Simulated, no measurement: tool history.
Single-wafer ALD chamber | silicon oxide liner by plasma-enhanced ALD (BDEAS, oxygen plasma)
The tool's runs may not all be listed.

run    day  heater temperature setpoint (K)  number of ALD cycles (cycles)  mean film thickness on the monitor wafer (Å)
  1      0                           598.15                             25                                         21.19
  2  0.246                           598.15                             24                                        20.513
  3  0.462                           605.15                             24                                        20.259
  4  0.554                           614.15                             24                                        19.901
  5  0.642                           615.15                             24                                        19.905
  6  0.971                           615.15                             21                                        17.316
     1.333  -- thermocouple changed; heater temperature recalibrated
  7  1.333                           614.15                             22                                        18.366
  8  1.446                           613.15                             22                                        18.368

Forecast run 9:
  9  1.733                           612.15                             22                                             ?

mean film thickness on the monitor wafer (Å): 18.548
